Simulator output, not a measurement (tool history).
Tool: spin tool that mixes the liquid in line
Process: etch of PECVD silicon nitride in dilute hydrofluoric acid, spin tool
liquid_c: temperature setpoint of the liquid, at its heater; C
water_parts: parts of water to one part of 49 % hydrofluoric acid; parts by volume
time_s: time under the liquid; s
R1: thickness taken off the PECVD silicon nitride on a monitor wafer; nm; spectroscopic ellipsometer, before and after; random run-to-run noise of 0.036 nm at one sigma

run 1 hour=0 | liquid_c=23 water_parts=90 time_s=290 | R1=5.8667
run 2 hour=6.9 | liquid_c=24.5 water_parts=90 time_s=290 | R1=6.4893
run 3 hour=14.3 | liquid_c=23 water_parts=90 time_s=290 | R1=5.8378
run 4 hour=16.5 | liquid_c=22 water_parts=90 time_s=290 | R1=5.5179
run 5 hour=19 | liquid_c=22 water_parts=120 time_s=290 | R1=4.2051
run 6 hour=21.9 | liquid_c=22 water_parts=95 time_s=290 | R1=5.241

For run 7, what comes out?
run 7 hour=28.1 | liquid_c=21 water_parts=95 time_s=290 | R1=?

{"run 7": {"R1": 4.8776}}

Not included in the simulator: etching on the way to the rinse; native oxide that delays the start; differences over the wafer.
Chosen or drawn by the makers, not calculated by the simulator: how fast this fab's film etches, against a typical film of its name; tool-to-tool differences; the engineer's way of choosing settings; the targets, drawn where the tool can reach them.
